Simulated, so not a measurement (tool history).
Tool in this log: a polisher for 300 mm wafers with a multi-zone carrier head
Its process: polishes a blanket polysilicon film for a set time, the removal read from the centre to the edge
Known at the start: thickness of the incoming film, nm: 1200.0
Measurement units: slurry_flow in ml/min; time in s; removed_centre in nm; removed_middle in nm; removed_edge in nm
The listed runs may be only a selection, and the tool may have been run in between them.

run	day	slurry_flow	centre_zone	middle_zone	edge_zone	time	removed_centre	removed_middle	removed_edge
1	0.000	210	1.00	1.00	1.00	62	268.46	262.04	258.23
2	0.238	210	1.00	1.05	1.00	62	260.76	278.29	258.01
3	0.412	220	1.05	1.04	1.04	66	304.83	293.42	280.92
4	0.600	220	1.13	1.04	1.04	66	327.88	292.36	283.78
5	0.625	250	1.13	1.04	1.04	66	324.69	297.03	283.26
6	0.717	245	1.13	1.04	1.07	69	344.48	306.09	301.96
7	0.996	245	1.13	1.05	1.09	71	354.69	322.57	314.73

What will run 8 give?
8	1.083	245	1.14	1.05	1.11	73	?	?	?

{"run 8": {"removed_centre": 369.92, "removed_middle": 331.1, "removed_edge": 326.76}}

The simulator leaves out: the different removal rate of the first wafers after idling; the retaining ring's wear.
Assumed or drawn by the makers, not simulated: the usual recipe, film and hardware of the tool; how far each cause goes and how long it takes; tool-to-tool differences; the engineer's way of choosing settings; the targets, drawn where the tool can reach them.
